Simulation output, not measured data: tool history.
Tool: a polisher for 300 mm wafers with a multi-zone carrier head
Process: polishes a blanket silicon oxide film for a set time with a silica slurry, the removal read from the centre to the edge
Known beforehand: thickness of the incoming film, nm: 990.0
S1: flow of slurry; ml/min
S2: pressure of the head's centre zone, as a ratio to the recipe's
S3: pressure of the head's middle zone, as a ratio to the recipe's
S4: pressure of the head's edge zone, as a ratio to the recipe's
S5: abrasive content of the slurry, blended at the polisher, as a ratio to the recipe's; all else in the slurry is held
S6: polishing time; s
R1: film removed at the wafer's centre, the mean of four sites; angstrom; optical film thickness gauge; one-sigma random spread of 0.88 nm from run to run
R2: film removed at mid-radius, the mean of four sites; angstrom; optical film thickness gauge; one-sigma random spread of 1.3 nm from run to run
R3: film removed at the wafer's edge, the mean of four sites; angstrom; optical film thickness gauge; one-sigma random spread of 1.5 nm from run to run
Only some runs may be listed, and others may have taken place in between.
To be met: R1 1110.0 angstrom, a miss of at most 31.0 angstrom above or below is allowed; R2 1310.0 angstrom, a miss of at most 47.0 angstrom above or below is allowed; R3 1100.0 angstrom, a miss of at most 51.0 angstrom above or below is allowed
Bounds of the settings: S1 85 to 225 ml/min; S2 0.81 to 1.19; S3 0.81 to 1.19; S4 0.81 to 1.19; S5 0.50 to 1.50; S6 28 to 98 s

Run 1, hour 0.0: S1 145 ml/min, S2 1.00, S3 1.00, S4 1.00, S5 1.00, S6 63 s. Result: R1 1437.8 angstrom, R2 1449.3 angstrom, R3 1484.0 angstrom.
Run 2, hour 9.0: S1 120 ml/min, S2 1.00, S3 1.00, S4 1.00, S5 1.00, S6 63 s. Result: R1 1376.4 angstrom, R2 1347.9 angstrom, R3 1390.9 angstrom.
Run 3, hour 10.2: S1 115 ml/min, S2 0.98, S3 1.03, S4 0.96, S5 0.95, S6 63 s. Result: R1 1302.0 angstrom, R2 1379.9 angstrom, R3 1339.9 angstrom.
Run 4, hour 17.9: S1 140 ml/min, S2 0.98, S3 1.03, S4 0.96, S5 0.95, S6 63 s. Result: R1 1364.0 angstrom, R2 1449.2 angstrom, R3 1404.5 angstrom.
Run 5, hour 23.0: S1 140 ml/min, S2 0.98, S3 1.03, S4 1.03, S5 0.95, S6 63 s. Result: R1 1381.2 angstrom, R2 1430.0 angstrom, R3 1449.7 angstrom.
Run 6, hour 26.5: S1 130 ml/min, S2 0.98, S3 1.05, S4 0.99, S5 0.90, S6 63 s. Result: R1 1320.7 angstrom, R2 1404.4 angstrom, R3 1339.2 angstrom.
Run 7, hour 28.1: S1 120 ml/min, S2 0.97, S3 1.06, S4 0.97, S5 0.85, S6 63 s. Result: R1 1251.5 angstrom, R2 1332.7 angstrom, R3 1251.0 angstrom.
Run 8, hour 31.7: S1 115 ml/min, S2 0.96, S3 1.07, S4 0.96, S5 0.85, S6 63 s. Result: R1 1216.1 angstrom, R2 1296.9 angstrom, R3 1254.6 angstrom.
Run 9, hour 33.0: S1 110 ml/min, S2 0.96, S3 1.10, S4 0.93, S5 0.85, S6 63 s. Result: R1 1202.5 angstrom, R2 1342.1 angstrom, R3 1235.9 angstrom.
Run 10, hour 37.2: S1 105 ml/min, S2 0.96, S3 1.12, S4 0.91, S5 0.85, S6 63 s. Result: R1 1183.4 angstrom, R2 1330.9 angstrom, R3 1209.9 angstrom.

Consider the 4 candidate settings below. Which is the only one whose results all fall within their allowed miss of target?
Run A, hour 41.4: S1 100 ml/min, S2 0.81, S3 1.03, S4 0.88, S5 1.15, S6 57 s. Result: R1 ?, R2 ?, R3 ?.
Run B, hour 41.4: S1 125 ml/min, S2 0.97, S3 1.17, S4 0.88, S5 0.80, S6 58 s. Result: R1 ?, R2 ?, R3 ?.
Run C, hour 41.4: S1 115 ml/min, S2 0.90, S3 1.19, S4 0.93, S5 0.65, S6 65 s. Result: R1 ?, R2 ?, R3 ?.
Run D, hour 41.4: S1 110 ml/min, S2 1.00, S3 1.12, S4 0.95, S5 0.85, S6 56 s. Result: R1 ?, R2 ?, R3 ?.

move      R1      R2      R3
   A  1064.1  1306.3  1226.1
   B  1122.1  1323.5  1089.7
   C  1025.7  1305.2  1093.2
   D  1100.4  1227.1  1099.8
A: moves the result that the last run missed by most past its target, out the other side
B: every result lands within tolerance
C: moves the result that the last run missed by most past its target, out the other side
D: brings the result that was furthest off to its target, and leaves another outside
Answer: B
